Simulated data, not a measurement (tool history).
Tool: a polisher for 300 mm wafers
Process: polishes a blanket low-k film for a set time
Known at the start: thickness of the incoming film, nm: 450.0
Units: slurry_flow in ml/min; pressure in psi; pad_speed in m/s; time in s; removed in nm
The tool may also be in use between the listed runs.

run  hour  slurry_flow  pressure  pad_speed  slurry_solids  time  removed
  1     0          155       2.4        0.8              1    93   36.839
  2   2.3          170       2.4        0.8              1    93   37.258
  3   8.8          170       2.4        0.8              1    93   37.323
  4  10.7          170       2.2       0.78              1    93   34.661
  5  17.3          165       2.1       0.76              1    93    32.78
  6  18.8          165       1.6       0.76              1    93    27.48
  7  27.3          165       1.5       0.74              1    93   26.266
  8  34.6          165       1.5       0.72              1    93   25.632
  9  36.3          165       1.5        0.7              1    93   24.993
 10  39.1          165       1.5       0.68              1    93   24.444
 11  41.6          165       1.5       0.66              1    93    23.46

Run 12 comes next. What will it give?
 12  46.3          155       1.3       0.64              1    93        ?

removed: 20.798 nm

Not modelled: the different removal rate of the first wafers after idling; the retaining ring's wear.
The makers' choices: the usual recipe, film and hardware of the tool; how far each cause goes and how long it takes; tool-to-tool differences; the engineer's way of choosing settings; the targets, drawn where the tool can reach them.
